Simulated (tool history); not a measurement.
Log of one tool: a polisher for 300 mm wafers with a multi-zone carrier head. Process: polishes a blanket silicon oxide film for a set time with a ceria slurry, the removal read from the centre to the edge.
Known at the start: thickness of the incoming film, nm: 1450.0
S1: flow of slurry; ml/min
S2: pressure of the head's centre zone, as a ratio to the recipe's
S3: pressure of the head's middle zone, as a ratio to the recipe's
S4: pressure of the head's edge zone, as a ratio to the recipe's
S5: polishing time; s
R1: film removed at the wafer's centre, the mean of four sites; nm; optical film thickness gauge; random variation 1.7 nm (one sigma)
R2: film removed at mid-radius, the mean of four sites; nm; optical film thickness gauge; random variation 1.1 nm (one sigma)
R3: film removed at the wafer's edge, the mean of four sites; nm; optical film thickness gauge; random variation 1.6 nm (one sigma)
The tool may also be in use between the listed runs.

run,day,S1,S2,S3,S4,S5,R1,R2,R3
1,0,195,1,1,1,44,182.75,190.18,189.75
2,0.108,185,0.97,0.97,0.98,43,173.3,179.84,184.38
3,0.196,180,0.95,0.96,0.97,42,165.72,174.3,177.27
4,0.25,175,0.93,0.94,0.97,41,158.13,163.66,169.09
5,0.35,175,0.89,0.94,0.97,41,150.53,163.63,170.58
6,0.538,175,0.89,1,0.97,41,149.06,174.15,173.12

The next listed run, before its measurement:
7,0.738,170,0.88,0.98,0.97,40,?,?,?

R1: 144.57 nm
R2: 165.86 nm
R3: 167.78 nm
